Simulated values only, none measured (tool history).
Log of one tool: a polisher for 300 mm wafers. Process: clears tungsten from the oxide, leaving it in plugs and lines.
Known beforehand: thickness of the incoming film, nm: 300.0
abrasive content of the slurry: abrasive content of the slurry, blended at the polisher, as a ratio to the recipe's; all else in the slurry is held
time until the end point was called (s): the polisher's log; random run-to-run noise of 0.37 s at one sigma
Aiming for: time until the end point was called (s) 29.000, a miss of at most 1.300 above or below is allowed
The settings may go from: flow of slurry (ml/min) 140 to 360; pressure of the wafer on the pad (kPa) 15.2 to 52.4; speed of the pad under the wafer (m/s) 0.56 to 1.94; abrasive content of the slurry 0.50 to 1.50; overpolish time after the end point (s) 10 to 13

| run | hour | flow of slurry (ml/min) | pressure of the wafer on the pad (kPa) | speed of the pad under the wafer (m/s) | abrasive content of the slurry | overpolish time after the end point (s) | time until the end point was called (s) |
|---|---|---|---|---|---|---|---|
| 1 | 0.0 | 230 | 33.8 | 1.24 | 1.00 | 13 | 43.548 |
| 2 | 7.9 | 230 | 35.9 | 1.24 | 1.00 | 13 | 41.435 |
| 3 | 11.6 | 230 | 35.9 | 1.24 | 0.85 | 13 | 43.963 |
| 4 | 16.8 | 270 | 35.9 | 1.24 | 0.85 | 13 | 42.800 |
| 5 | 24.8 | 270 | 35.9 | 1.48 | 0.85 | 13 | 36.649 |
| 6 | 25.4 | 270 | 35.9 | 1.48 | 0.65 | 13 | 40.316 |
| 7 | 32.8 | 270 | 45.5 | 1.52 | 0.65 | 13 | 31.310 |
| 8 | 37.9 | 270 | 46.2 | 1.52 | 0.65 | 13 | 31.063 |
| 9 | 38.6 | 270 | 46.9 | 1.52 | 0.65 | 13 | 30.527 |

Which single option among these 5 for the next run brings every result within its allowed miss of target? Just one does.
| A | 39.3 | 240 | 45.5 | 1.68 | 0.80 | 10 | ? |
| B | 39.3 | 260 | 52.4 | 1.26 | 0.65 | 13 | ? |
| C | 39.3 | 240 | 46.9 | 1.44 | 0.75 | 10 | ? |
| D | 39.3 | 360 | 52.4 | 1.50 | 0.55 | 13 | ? |
| E | 39.3 | 280 | 42.1 | 1.62 | 0.60 | 13 | ? |

| move | time until the end point was called (s) |
|---|---|
| A | 26.972 |
| B | 33.474 |
| C | 31.183 |
| D | 29.309 |
| E | 32.753 |
A: takes the biggest miss from the last run beyond its target
B: moves away from the targets compared with the last run
C: moves away from the targets compared with the last run
D: every result within its allowed miss
E: moves away from the targets compared with the last run
The right move is D.
